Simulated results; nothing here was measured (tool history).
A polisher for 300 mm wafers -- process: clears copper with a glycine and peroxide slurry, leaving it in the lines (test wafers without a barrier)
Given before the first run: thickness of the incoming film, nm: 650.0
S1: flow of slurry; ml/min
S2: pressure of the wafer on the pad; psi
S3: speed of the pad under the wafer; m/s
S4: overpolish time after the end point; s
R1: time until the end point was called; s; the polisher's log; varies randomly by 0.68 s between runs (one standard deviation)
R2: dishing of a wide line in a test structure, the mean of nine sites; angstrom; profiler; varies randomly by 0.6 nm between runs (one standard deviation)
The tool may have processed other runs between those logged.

| run | hour | S1 | S2 | S3 | S4 | R1 | R2 |
|---|---|---|---|---|---|---|---|
| 1 | 0 | 185 | 3 | 1.08 | 29 | 105.47 | 404.63 |
| 2 | 2.2 | 185 | 3 | 1.3 | 29 | 89.494 | 412.17 |
| 3 | 7.3 | 190 | 3.1 | 1.3 | 25 | 85.935 | 402.42 |
| 4 | 13.3 | 235 | 3.1 | 1.3 | 25 | 86.063 | 406.08 |
| 5 | 17.4 | 235 | 3.1 | 1.18 | 25 | 91.553 | 406.56 |
| 6 | 24.8 | 235 | 3.1 | 1.18 | 17 | 93.682 | 383.81 |
| 7 | 29.8 | 235 | 3.2 | 1.18 | 18 | 91.244 | 373.34 |
| 8 | 31.5 | 235 | 3.3 | 1.18 | 20 | 88.949 | 393.73 |

What will run 9 give?
| 9 | 40.3 | 235 | 3.4 | 1.18 | 19 | ? | ? |

Run 9 measured R1 86.169 s, R2 400.23 angstrom.
